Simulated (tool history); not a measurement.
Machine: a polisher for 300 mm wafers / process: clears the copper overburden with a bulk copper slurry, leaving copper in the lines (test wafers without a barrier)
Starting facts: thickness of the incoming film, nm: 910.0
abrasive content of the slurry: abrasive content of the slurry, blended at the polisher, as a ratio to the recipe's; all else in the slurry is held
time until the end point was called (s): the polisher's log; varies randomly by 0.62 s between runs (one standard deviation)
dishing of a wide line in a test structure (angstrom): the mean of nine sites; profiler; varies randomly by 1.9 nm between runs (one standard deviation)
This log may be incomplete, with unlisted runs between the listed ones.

| run | hour | flow of slurry (ml/min) | pressure of the wafer on the pad (kPa) | speed of the pad under the wafer (m/s) | abrasive content of the slurry | overpolish time after the end point (s) | time until the end point was called (s) | dishing of a wide line in a test structure (angstrom) |
|---|---|---|---|---|---|---|---|---|
| 1 | 0.0 | 225 | 16.5 | 1.22 | 1.0 | 14 | 84.213 | 819.38 |
| 2 | 9.0 | 225 | 13.8 | 1.22 | 1.0 | 14 | 95.788 | 732.64 |
| 3 | 15.1 | 225 | 10.3 | 1.22 | 1.0 | 14 | 118.340 | 605.49 |
| 4 | 21.5 | 225 | 10.3 | 1.22 | 1.0 | 10 | 118.620 | 473.11 |
| 5 | 28.3 | 225 | 13.8 | 1.24 | 1.0 | 10 | 93.990 | 573.61 |
| 6 | 31.7 | 225 | 13.8 | 1.40 | 1.0 | 10 | 85.183 | 637.74 |
| 7 | 35.0 | 225 | 13.8 | 1.40 | 1.0 | 10 | 84.393 | 614.82 |
| 8 | 38.2 | 230 | 17.9 | 1.42 | 1.0 | 14 | 68.513 | 977.14 |
| 9 | 42.3 | 230 | 19.3 | 1.42 | 1.0 | 13 | 64.003 | 955.49 |
| 10 | 49.9 | 230 | 20.0 | 1.42 | 1.0 | 13 | 62.344 | 939.74 |

Expected results for the next run?
| 11 | 53.8 | 230 | 20.7 | 1.42 | 1.0 | 13 | ? | ? |

Run 11 gave time until the end point was called (s) 60.778, dishing of a wide line in a test structure (angstrom) 989.16.
